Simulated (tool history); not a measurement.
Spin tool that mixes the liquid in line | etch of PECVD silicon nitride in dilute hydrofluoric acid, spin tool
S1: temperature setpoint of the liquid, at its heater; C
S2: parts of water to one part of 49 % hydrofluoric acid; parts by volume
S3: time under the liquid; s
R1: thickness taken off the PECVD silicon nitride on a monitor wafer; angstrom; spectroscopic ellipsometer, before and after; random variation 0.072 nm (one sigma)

{"run": 1, "hour": 0.0, "S1": 21.0, "S2": 240, "S3": 275, "R1": 46.263}
{"run": 2, "hour": 4.3, "S1": 21.0, "S2": 195, "S3": 275, "R1": 56.326}
{"run": 3, "hour": 11.4, "S1": 21.0, "S2": 250, "S3": 275, "R1": 44.925}
{"run": 4, "hour": 15.5, "S1": 22.0, "S2": 250, "S3": 275, "R1": 48.182}
{"run": 5, "hour": 22.3, "S1": 23.0, "S2": 250, "S3": 275, "R1": 51.06}
{"run": 6, "hour": 27.8, "S1": 19.5, "S2": 250, "S3": 275, "R1": 40.943}
{"run": 7, "hour": 34.7, "S1": 23.5, "S2": 225, "S3": 275, "R1": 57.749}
{"run": 8, "hour": 41.6, "S1": 23.5, "S2": 225, "S3": 275, "R1": 58.805}

Forecast run 9:
{"run": 9, "hour": 46.9, "S1": 24.0, "S2": 225, "S3": 275, "R1": "?"}

Run 9 gave R1 59.561 angstrom.
